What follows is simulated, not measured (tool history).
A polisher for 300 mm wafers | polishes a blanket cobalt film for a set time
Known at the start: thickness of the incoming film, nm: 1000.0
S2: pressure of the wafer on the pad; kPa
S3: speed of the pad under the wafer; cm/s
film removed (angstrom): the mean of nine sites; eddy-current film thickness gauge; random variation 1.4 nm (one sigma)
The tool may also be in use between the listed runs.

{"run": 1, "hour": 0.0, "flow of slurry (ml/min)": 120, "S2": 12.4, "S3": 122, "polishing time (s)": 33, "film removed (angstrom)": 1468.3}
{"run": 2, "hour": 0.6, "flow of slurry (ml/min)": 120, "S2": 12.4, "S3": 146, "polishing time (s)": 33, "film removed (angstrom)": 1694.7}
{"run": 3, "hour": 7.4, "flow of slurry (ml/min)": 115, "S2": 11.7, "S3": 146, "polishing time (s)": 33, "film removed (angstrom)": 1640.3}
{"run": 4, "hour": 14.8, "flow of slurry (ml/min)": 135, "S2": 11.7, "S3": 146, "polishing time (s)": 33, "film removed (angstrom)": 1635.9}
{"run": 5, "hour": 17.4, "flow of slurry (ml/min)": 135, "S2": 11.7, "S3": 146, "polishing time (s)": 33, "film removed (angstrom)": 1657.5}
{"run": 6, "hour": 25.3, "flow of slurry (ml/min)": 135, "S2": 11, "S3": 146, "polishing time (s)": 33, "film removed (angstrom)": 1596.4}
{"run": 7, "hour": 26.4, "flow of slurry (ml/min)": 110, "S2": 9, "S3": 144, "polishing time (s)": 33, "film removed (angstrom)": 1239.2}

The next listed run, before its measurement:
{"run": 8, "hour": 29.1, "flow of slurry (ml/min)": 115, "S2": 9, "S3": 144, "polishing time (s)": 33, "film removed (angstrom)": "?"}

film removed (angstrom): 1237
